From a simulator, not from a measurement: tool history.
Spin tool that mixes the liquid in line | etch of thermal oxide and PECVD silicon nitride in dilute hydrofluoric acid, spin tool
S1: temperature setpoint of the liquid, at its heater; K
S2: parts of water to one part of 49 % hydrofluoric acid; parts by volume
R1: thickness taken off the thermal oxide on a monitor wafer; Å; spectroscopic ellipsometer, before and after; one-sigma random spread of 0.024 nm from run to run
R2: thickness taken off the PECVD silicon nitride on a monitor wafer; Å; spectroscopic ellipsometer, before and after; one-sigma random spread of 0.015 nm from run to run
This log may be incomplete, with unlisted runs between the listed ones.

run 1 hour=0.0 | S1=297.15 S2=70 time_under_the_liquid_(s)=170 | R1=111.540 R2=99.172
run 2 hour=9.0 | S1=297.15 S2=70 time_under_the_liquid_(s)=230 | R1=153.110 R2=134.880
run 3 hour=11.0 | S1=297.15 S2=45 time_under_the_liquid_(s)=230 | R1=245.030 R2=208.020
run 4 hour=13.8 | S1=297.15 S2=45 time_under_the_liquid_(s)=290 | R1=315.960 R2=260.170
run 5 hour=21.2 | S1=297.15 S2=60 time_under_the_liquid_(s)=290 | R1=226.350 R2=196.490
run 6 hour=27.4 | S1=296.65 S2=70 time_under_the_liquid_(s)=265 | R1=172.660 R2=151.380
run 7 hour=29.3 | S1=296.15 S2=75 time_under_the_liquid_(s)=240 | R1=141.290 R2=122.700
run 8 hour=30.1 | S1=296.15 S2=80 time_under_the_liquid_(s)=215 | R1=118.820 R2=102.550
run 9 hour=38.4 | S1=297.65 S2=110 time_under_the_liquid_(s)=135 | R1=55.115 R2=51.680
run 10 hour=45.3 | S1=297.65 S2=110 time_under_the_liquid_(s)=125 | R1=50.600 R2=48.016
run 11 hour=51.9 | S1=297.15 S2=110 time_under_the_liquid_(s)=115 | R1=45.681 R2=42.939

Expected results for the next run?
run 12 hour=53.4 | S1=294.65 S2=125 time_under_the_liquid_(s)=75 | R1=? R2=?

Run 12 measured R1 23.433 Å, R2 20.982 Å.
